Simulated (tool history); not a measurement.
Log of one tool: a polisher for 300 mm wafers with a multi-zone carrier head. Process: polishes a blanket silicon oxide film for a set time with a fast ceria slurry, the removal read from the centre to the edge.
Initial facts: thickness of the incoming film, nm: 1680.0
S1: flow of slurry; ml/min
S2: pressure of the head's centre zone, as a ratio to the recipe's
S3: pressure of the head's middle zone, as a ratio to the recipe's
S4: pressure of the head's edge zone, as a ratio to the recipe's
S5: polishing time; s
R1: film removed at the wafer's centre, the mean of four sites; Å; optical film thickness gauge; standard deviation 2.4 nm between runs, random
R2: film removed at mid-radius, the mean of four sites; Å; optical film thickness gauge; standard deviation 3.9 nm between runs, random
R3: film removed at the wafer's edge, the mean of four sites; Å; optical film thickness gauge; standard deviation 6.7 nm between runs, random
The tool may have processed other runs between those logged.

run	hour	S1	S2	S3	S4	S5	R1	R2	R3
1	0	165	1	1	1	30	6446.4	6538.2	6325.9
2	3.5	165	1	1	1	37	7960.3	7957.3	7609.9
3	5.2	200	1	1	1	37	8192.2	8172	8137.1
4	8.3	200	1	1	1	33	7393.6	7308.2	7309.4
5	11.1	175	0.93	0.94	1.01	29	5935.9	5984.8	6299.8
6	12	175	0.97	0.94	1.01	29	6179.8	6053	6301.2
7	17.6	160	0.92	0.92	1.03	27	5365.8	5403.1	5810.1

Predict the results of run 8:
8	25.2	110	0.82	0.88	1.03	23	?	?	?

{"run 8": {"R1": 3691.1, "R2": 4193.3, "R3": 4596}}
